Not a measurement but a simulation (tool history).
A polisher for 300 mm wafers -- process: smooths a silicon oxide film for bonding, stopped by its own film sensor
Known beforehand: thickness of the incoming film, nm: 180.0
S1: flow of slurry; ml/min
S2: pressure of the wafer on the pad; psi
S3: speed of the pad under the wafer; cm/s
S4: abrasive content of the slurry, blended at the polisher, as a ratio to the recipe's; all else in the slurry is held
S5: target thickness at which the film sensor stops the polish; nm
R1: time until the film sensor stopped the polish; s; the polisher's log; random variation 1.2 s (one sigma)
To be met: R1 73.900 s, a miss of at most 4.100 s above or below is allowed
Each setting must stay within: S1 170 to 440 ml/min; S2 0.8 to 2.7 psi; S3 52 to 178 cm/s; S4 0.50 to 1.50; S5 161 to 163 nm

run	hour	S1	S2	S3	S4	S5	R1
1	0.0	280	1.7	114	1.00	161	28.507
2	1.6	280	2.1	114	1.00	161	22.359
3	8.7	280	1.7	114	1.00	161	26.493
4	16.0	275	1.5	102	0.95	161	34.678
5	21.4	275	1.5	102	0.85	161	36.288
6	30.2	275	1.4	94	0.85	161	40.120
7	33.9	275	1.3	86	0.85	161	46.354
8	39.4	275	1.2	82	0.85	161	50.203
9	47.9	275	1.1	78	0.85	161	57.023
10	56.7	275	0.8	70	0.85	161	82.339

Of the 5 settings listed for the next run, only one would bring every result within its allowed miss of target. Which one?
A	65.5	270	0.8	66	0.80	161	?
B	65.5	255	0.9	52	1.00	161	?
C	65.5	320	0.9	54	0.60	162	?
D	65.5	210	0.8	54	0.85	162	?
E	65.5	255	0.8	64	0.85	161	?

move	R1
A	83.784
B	73.710
C	93.586
D	86.107
E	82.380
A: moves away from the targets compared with the last run
B: hits every target within its allowed miss
C: moves away from the targets compared with the last run
D: moves away from the targets compared with the last run
E: as far off as the last run
Go with B: it meets all targets.

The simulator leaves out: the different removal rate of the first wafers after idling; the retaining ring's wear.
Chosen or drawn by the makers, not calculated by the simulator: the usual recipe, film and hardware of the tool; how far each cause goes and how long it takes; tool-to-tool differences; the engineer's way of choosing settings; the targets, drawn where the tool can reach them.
